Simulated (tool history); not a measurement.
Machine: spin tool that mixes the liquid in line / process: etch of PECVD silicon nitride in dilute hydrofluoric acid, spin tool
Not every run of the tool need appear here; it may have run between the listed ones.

run	hour	temperature setpoint of the liquid (°C)	parts of water to one part of 49 % hydrofluoric acid (parts by volume)	time under the liquid (s)	thickness taken off the PECVD silicon nitride on a monitor wafer (Å)
1	0.0	24.0	65	90	78.852
2	0.6	24.0	45	90	112.930
3	2.4	22.5	55	90	84.798
4	10.6	21.0	65	90	64.863
5	16.9	24.0	65	90	79.685
6	21.0	24.0	55	90	93.061
7	24.8	22.5	65	90	72.026
8	31.8	21.0	70	90	59.760
9	36.3	20.0	75	90	51.464
10	43.4	19.5	80	90	47.361

Forecast run 11:
11	45.2	19.0	85	90	?

Run 11 yielded thickness taken off the PECVD silicon nitride on a monitor wafer (Å) 43.059.
